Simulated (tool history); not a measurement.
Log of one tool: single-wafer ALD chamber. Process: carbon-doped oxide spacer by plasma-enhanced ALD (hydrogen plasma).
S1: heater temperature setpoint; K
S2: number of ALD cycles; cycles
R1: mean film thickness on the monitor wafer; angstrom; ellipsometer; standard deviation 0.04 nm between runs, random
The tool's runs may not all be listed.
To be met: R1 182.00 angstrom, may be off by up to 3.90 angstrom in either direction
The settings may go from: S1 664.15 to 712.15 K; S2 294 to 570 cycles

run    day      S1   S2      R1
  1  0.000  688.15  432  211.06
  2  0.104  688.15  385  188.43
  3  0.458  678.15  385  194.87
  4  0.792  678.15  327  165.27
  5  0.967  676.15  336  171.04
  6  1.250  674.15  341  174.58
  7  1.608  673.15  344  175.89
  8  1.933  672.15  347  177.75

5 next moves are on the table. One of them brings every result within its allowed miss. Which?
  A  2.258  678.15  376   ?
  B  2.258  674.15  332   ?
  C  2.258  676.15  339   ?
  D  2.258  665.15  333   ?
  E  2.258  673.15  358   ?

move      R1
   A  190.05
   B  169.64
   C  172.53
   D  170.15
   E  182.93
A: carries the result that was furthest off beyond its target, to the other side
B: the biggest miss grows against the last run
C: the biggest miss grows against the last run
D: the biggest miss grows against the last run
E: every result within its allowed miss
Answer: E
